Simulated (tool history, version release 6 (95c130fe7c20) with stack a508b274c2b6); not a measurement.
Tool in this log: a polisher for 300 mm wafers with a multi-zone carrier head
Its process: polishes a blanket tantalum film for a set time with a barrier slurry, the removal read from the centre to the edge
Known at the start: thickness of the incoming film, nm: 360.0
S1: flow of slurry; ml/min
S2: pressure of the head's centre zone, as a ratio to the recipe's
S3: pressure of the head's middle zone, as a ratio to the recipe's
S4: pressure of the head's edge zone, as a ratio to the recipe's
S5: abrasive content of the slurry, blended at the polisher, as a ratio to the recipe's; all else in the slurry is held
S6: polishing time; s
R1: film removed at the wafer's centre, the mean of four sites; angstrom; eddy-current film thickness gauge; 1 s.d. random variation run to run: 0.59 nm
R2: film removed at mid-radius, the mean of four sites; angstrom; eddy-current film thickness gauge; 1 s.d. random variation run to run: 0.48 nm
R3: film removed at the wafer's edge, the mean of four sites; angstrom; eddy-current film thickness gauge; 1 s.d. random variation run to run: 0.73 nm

run 1 hour=0 | S1=145 S2=1 S3=1 S4=1 S5=1 S6=65 | R1=783.68 R2=778.43 R3=766.97
run 2 hour=2.4 | S1=140 S2=1 S3=0.99 S4=0.97 S5=0.9 S6=65 | R1=736.45 R2=746.72 R3=722.1
run 3 hour=8.4 | S1=135 S2=1.01 S3=0.97 S4=0.94 S5=0.85 S6=65 | R1=736.62 R2=728.9 R3=699.03
run 4 hour=9.5 | S1=135 S2=1.01 S3=0.97 S4=0.94 S5=1.05 S6=65 | R1=776.25 R2=770.48 R3=741.95
run 5 hour=17.8 | S1=100 S2=1.01 S3=0.97 S4=0.94 S5=1.05 S6=65 | R1=695.86 R2=706.64 R3=697.71
run 6 hour=26.1 | S1=100 S2=1.01 S3=0.97 S4=0.99 S5=1.05 S6=65 | R1=707.92 R2=708.43 R3=704.45
run 7 hour=33.7 | S1=100 S2=1.02 S3=0.96 S4=0.97 S5=1 S6=65 | R1=691.28 R2=679.52 R3=685.12
run 8 hour=37.5 | S1=100 S2=1.03 S3=0.96 S4=0.95 S5=0.95 S6=65 | R1=704.83 R2=670.85 R3=683.15
run 9 hour=41.9 | S1=100 S2=1.04 S3=0.96 S4=0.92 S5=0.9 S6=65 | R1=688.78 R2=672.27 R3=645.63

What does the tool deliver on the next run?
-- hour=45.9 edge zone pressure recalibrated
run 10 hour=45.9 | S1=100 S2=1.05 S3=0.95 S4=0.91 S5=0.9 S6=65 | R1=? R2=? R3=?

{"run 10": {"R1": 683.41, "R2": 671.25, "R3": 679.07}}

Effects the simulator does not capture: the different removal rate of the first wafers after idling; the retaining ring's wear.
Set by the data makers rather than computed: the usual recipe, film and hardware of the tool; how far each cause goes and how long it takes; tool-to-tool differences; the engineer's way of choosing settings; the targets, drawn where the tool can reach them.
